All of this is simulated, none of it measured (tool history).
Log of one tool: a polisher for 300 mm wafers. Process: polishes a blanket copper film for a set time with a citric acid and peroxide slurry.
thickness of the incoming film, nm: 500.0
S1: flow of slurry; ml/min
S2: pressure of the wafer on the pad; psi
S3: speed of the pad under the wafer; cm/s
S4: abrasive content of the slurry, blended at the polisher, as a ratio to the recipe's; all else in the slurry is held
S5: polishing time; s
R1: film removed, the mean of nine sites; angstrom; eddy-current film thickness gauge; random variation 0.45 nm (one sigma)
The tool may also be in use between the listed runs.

run 1 day=0.000 | S1=270 S2=4.1 S3=126 S4=1.0 S5=26 | R1=1170.00
run 2 day=0.288 | S1=270 S2=4.1 S3=110 S4=1.0 S5=26 | R1=1059.20
run 3 day=0.346 | S1=270 S2=3.6 S3=108 S4=1.0 S5=26 | R1=918.55
run 4 day=0.396 | S1=270 S2=3.2 S3=108 S4=1.0 S5=26 | R1=824.78
run 5 day=0.442 | S1=270 S2=3.2 S3=108 S4=1.0 S5=26 | R1=822.46
run 6 day=0.608 | S1=270 S2=3.6 S3=108 S4=1.0 S5=26 | R1=920.99
run 7 day=0.800 | S1=270 S2=3.2 S3=108 S4=1.0 S5=26 | R1=827.86
run 8 day=1.092 | S1=270 S2=2.9 S3=108 S4=1.0 S5=26 | R1=751.19
run 9 day=1.342 | S1=270 S2=2.7 S3=108 S4=1.0 S5=26 | R1=705.94
run 10 day=1.629 | S1=270 S2=2.6 S3=108 S4=1.0 S5=26 | R1=670.96
run 11 day=1.825 | S1=270 S2=2.5 S3=108 S4=1.0 S5=26 | R1=655.88

Forecast run 12:
run 12 day=1.967 | S1=270 S2=2.4 S3=108 S4=1.0 S5=26 | R1=?

R1: 633.40 angstrom
